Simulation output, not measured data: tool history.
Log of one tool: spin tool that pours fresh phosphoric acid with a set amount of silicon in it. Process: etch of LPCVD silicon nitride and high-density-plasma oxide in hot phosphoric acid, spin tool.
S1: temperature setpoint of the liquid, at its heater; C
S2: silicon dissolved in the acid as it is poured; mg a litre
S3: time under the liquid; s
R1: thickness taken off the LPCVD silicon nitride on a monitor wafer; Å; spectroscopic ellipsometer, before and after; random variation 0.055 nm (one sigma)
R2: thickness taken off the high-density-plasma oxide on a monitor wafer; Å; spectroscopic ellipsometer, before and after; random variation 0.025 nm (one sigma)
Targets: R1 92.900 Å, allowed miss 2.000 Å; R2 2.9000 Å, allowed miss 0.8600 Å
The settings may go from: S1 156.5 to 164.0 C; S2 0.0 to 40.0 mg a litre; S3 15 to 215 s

{"run": 1, "hour": 0.0, "S1": 159.0, "S2": 17.5, "S3": 110, "R1": 112.59, "R2": 3.3845}
{"run": 2, "hour": 5.2, "S1": 157.5, "S2": 17.5, "S3": 110, "R1": 107.04, "R2": 3.8586}
{"run": 3, "hour": 11.7, "S1": 157.5, "S2": 17.5, "S3": 75, "R1": 72.605, "R2": 2.5286}
{"run": 4, "hour": 12.4, "S1": 157.5, "S2": 17.5, "S3": 40, "R1": 38.767, "R2": 1.1678}
{"run": 5, "hour": 15.3, "S1": 158.0, "S2": 17.0, "S3": 50, "R1": 49.632, "R2": 1.5839}
{"run": 6, "hour": 16.7, "S1": 159.0, "S2": 15.5, "S3": 55, "R1": 56.445, "R2": 1.9744}
{"run": 7, "hour": 20.3, "S1": 160.0, "S2": 16.0, "S3": 60, "R1": 63.053, "R2": 2.2937}
{"run": 8, "hour": 22.9, "S1": 160.5, "S2": 17.5, "S3": 65, "R1": 70.066, "R2": 2.2645}
{"run": 9, "hour": 26.5, "S1": 161.0, "S2": 17.5, "S3": 65, "R1": 71.929, "R2": 2.5336}
{"run": 10, "hour": 34.0, "S1": 163.5, "S2": 28.5, "S3": 85, "R1": 101.68, "R2": 2.7988}
{"run": 11, "hour": 42.1, "S1": 163.0, "S2": 27.0, "S3": 85, "R1": 99.223, "R2": 2.8038}

Which of these 4 next moves meets every target?
{"run": "A", "hour": 50.2, "S1": 163.0, "S2": 25.0, "S3": 80, "R1": "?", "R2": "?"}
{"run": "B", "hour": 50.2, "S1": 163.0, "S2": 36.0, "S3": 90, "R1": "?", "R2": "?"}
{"run": "C", "hour": 50.2, "S1": 164.0, "S2": 10.5, "S3": 80, "R1": "?", "R2": "?"}
{"run": "D", "hour": 50.2, "S1": 164.0, "S2": 0.0, "S3": 80, "R1": "?", "R2": "?"}

move=A R1=92.473 R2=3.2626
move=B R1=104.030 R2=2.3246
move=C R1=95.580 R2=5.2056
move=D R1=95.580 R2=6.4339
A: meets every target
B: further off than the last run
C: nearer than the last run, and not there yet
D: further off than the last run
Move A is the one to make.

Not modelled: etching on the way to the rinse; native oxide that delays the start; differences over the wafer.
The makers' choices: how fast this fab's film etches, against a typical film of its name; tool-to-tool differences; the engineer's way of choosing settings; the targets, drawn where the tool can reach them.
